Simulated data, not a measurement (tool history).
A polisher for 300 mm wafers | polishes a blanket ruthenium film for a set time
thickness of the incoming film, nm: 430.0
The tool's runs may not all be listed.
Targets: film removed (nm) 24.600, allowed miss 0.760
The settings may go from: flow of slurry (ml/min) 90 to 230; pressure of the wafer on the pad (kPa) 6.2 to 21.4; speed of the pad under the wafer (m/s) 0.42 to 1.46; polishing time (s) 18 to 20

run,hour,flow of slurry (ml/min),pressure of the wafer on the pad (kPa),speed of the pad under the wafer (m/s),polishing time (s),film removed (nm)
1,0.0,150,13.8,0.94,20,18.512
2,4.4,155,14.5,0.94,20,19.569
3,12.2,160,15.2,0.94,20,20.692
4,12.8,160,15.2,0.94,20,20.450
5,20.8,160,15.2,0.78,20,17.291
6,25.0,160,15.9,0.78,20,17.976
7,31.4,165,16.5,0.78,20,18.652
8,40.4,165,17.2,0.78,20,19.230

Which of these 5 next moves meets every target?
A,49.4,185,20.0,0.92,20,?
B,49.4,130,18.6,1.02,19,?
C,49.4,195,17.2,0.90,20,?
D,49.4,160,20.0,0.94,20,?
E,49.4,190,20.7,0.86,18,?

move,film removed (nm)
A,26.045
B,24.214
C,22.484
D,26.025
E,22.726
A: takes the result that was furthest off past its target
B: meets every target
C: nearer than the last run, and not there yet
D: takes the result that was furthest off past its target
E: nearer than the last run, and not there yet
Move B is the one to make.

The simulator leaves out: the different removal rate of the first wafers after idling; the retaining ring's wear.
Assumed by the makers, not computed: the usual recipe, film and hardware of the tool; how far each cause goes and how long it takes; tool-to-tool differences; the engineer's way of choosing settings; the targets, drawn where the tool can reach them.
